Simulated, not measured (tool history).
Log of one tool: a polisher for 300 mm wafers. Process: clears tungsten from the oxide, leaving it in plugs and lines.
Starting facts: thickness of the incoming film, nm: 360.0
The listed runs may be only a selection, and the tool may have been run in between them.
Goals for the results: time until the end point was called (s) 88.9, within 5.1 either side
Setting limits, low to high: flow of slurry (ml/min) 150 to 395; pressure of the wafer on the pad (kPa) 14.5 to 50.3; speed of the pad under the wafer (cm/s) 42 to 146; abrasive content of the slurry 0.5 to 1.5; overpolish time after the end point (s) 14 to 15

| run | hour | flow of slurry (ml/min) | pressure of the wafer on the pad (kPa) | speed of the pad under the wafer (cm/s) | abrasive content of the slurry | overpolish time after the end point (s) | time until the end point was called (s) |
|---|---|---|---|---|---|---|---|
| 1 | 0 | 250 | 32.4 | 94 | 1 | 14 | 65.066 |
| 2 | 4.2 | 250 | 30.3 | 94 | 1 | 14 | 69.897 |
| 3 | 12.2 | 250 | 30.3 | 94 | 1.2 | 14 | 65.614 |
| 4 | 13.4 | 250 | 30.3 | 116 | 1.2 | 14 | 55.323 |
| 5 | 14.7 | 250 | 30.3 | 126 | 1.2 | 14 | 51.066 |
| 6 | 18.2 | 250 | 26.9 | 124 | 1.2 | 14 | 54.97 |
| 7 | 20.9 | 250 | 24.1 | 118 | 1.2 | 14 | 63.207 |
| 8 | 29.3 | 250 | 22.1 | 114 | 1.2 | 14 | 72.058 |
| 9 | 32 | 250 | 20.7 | 114 | 1.2 | 14 | 75.515 |
| 10 | 34.4 | 250 | 15.2 | 112 | 1.2 | 14 | 99.298 |
| 11 | 36.4 | 250 | 15.9 | 112 | 1.2 | 14 | 96.158 |

Which one of the following 5 next-run settings gets every result inside its allowed miss? There is exactly one.
| A | 38.4 | 230 | 15.9 | 108 | 0.9 | 15 | ? |
| B | 38.4 | 360 | 21.4 | 106 | 1.3 | 15 | ? |
| C | 38.4 | 245 | 15.9 | 104 | 1.15 | 14 | ? |
| D | 38.4 | 220 | 14.5 | 108 | 1.35 | 15 | ? |
| E | 38.4 | 230 | 26.2 | 82 | 1.05 | 15 | ? |

| move | time until the end point was called (s) |
|---|---|
| A | 105.7 |
| B | 74.05 |
| C | 101.25 |
| D | 100.83 |
| E | 86.123 |
A: lands further from the targets than the last run did
B: takes the biggest miss from the last run beyond its target
C: lands further from the targets than the last run did
D: lands further from the targets than the last run did
E: meets every target
The right move is E.
